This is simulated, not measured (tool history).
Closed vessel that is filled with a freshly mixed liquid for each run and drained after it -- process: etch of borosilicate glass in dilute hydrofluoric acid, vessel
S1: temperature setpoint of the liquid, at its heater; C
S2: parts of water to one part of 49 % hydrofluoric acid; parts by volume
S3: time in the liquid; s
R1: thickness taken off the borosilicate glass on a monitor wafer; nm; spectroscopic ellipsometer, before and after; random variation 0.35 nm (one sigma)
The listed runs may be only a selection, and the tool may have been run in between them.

run	day	S1	S2	S3	R1
1	0.000	22.0	210	105	24.610
2	0.154	19.5	210	105	22.513
3	0.271	17.0	210	105	20.117
4	0.296	17.0	210	105	20.237
5	0.425	20.5	205	105	23.911
6	0.733	23.0	200	105	27.504
7	1.004	25.0	200	105	29.389
8	1.025	26.5	195	105	31.757
9	1.292	27.5	195	105	32.778

Estimate the outcome of run 10 from the log above:
10	1.479	28.0	195	105	?

Logged for run 10: R1 32.949 nm.
